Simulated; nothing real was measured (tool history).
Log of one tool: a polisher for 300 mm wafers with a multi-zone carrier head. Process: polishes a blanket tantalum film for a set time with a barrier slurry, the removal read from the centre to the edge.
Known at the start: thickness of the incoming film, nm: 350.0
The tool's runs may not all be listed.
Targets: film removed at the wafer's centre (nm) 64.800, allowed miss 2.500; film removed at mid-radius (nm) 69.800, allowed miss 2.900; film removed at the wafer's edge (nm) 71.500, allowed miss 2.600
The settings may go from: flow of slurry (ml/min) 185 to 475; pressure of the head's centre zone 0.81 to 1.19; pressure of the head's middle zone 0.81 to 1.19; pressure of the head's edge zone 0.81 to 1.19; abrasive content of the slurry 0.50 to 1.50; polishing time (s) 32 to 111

| run | hour | flow of slurry (ml/min) | pressure of the head's centre zone | pressure of the head's middle zone | pressure of the head's edge zone | abrasive content of the slurry | polishing time (s) | film removed at the wafer's centre (nm) | film removed at mid-radius (nm) | film removed at the wafer's edge (nm) |
|---|---|---|---|---|---|---|---|---|---|---|
| 1 | 0.0 | 305 | 1.00 | 1.00 | 1.00 | 1.00 | 71 | 106.590 | 108.050 | 100.250 |
| 2 | 6.3 | 305 | 1.00 | 1.07 | 1.00 | 1.00 | 71 | 104.160 | 112.460 | 102.050 |
| 3 | 10.2 | 305 | 1.00 | 1.02 | 1.00 | 1.00 | 71 | 106.940 | 106.450 | 103.370 |
| 4 | 14.9 | 300 | 0.96 | 1.00 | 0.99 | 0.90 | 68 | 96.202 | 96.226 | 93.168 |
| 5 | 23.8 | 295 | 0.92 | 1.01 | 1.00 | 0.80 | 66 | 83.816 | 89.549 | 85.329 |
| 6 | 24.5 | 290 | 0.89 | 0.99 | 1.01 | 0.75 | 66 | 79.574 | 85.919 | 83.671 |
| 7 | 29.9 | 285 | 0.87 | 0.97 | 1.01 | 0.70 | 65 | 72.471 | 78.997 | 80.017 |
| 8 | 35.2 | 280 | 0.86 | 0.96 | 0.98 | 0.70 | 65 | 72.297 | 81.625 | 79.497 |
| 9 | 43.3 | 280 | 0.86 | 0.95 | 0.98 | 0.65 | 65 | 68.710 | 75.025 | 76.068 |
|  | 45.1 | centre zone pressure recalibrated |
| 10 | 45.1 | 280 | 0.86 | 0.95 | 0.98 | 0.65 | 65 | 66.950 | 76.710 | 77.247 |

4 next moves are on the table. One of them brings every result within its allowed miss. Which?
| A | 46.9 | 210 | 0.90 | 1.02 | 1.02 | 0.80 | 58 | ? | ? | ? |
| B | 46.9 | 295 | 0.84 | 0.98 | 0.89 | 0.75 | 59 | ? | ? | ? |
| C | 46.9 | 215 | 0.81 | 1.19 | 0.96 | 0.90 | 58 | ? | ? | ? |
| D | 46.9 | 250 | 0.93 | 0.96 | 1.04 | 0.75 | 55 | ? | ? | ? |

| move | film removed at the wafer's centre (nm) | film removed at mid-radius (nm) | film removed at the wafer's edge (nm) |
|---|---|---|---|
| A | 65.037 | 76.096 | 75.636 |
| B | 63.240 | 75.542 | 72.141 |
| C | 62.868 | 91.583 | 77.204 |
| D | 62.989 | 67.969 | 71.464 |
A: nearer than the last run, and not there yet
B: nearer than the last run, and not there yet
C: further off than the last run
D: meets every target
The right move is D.
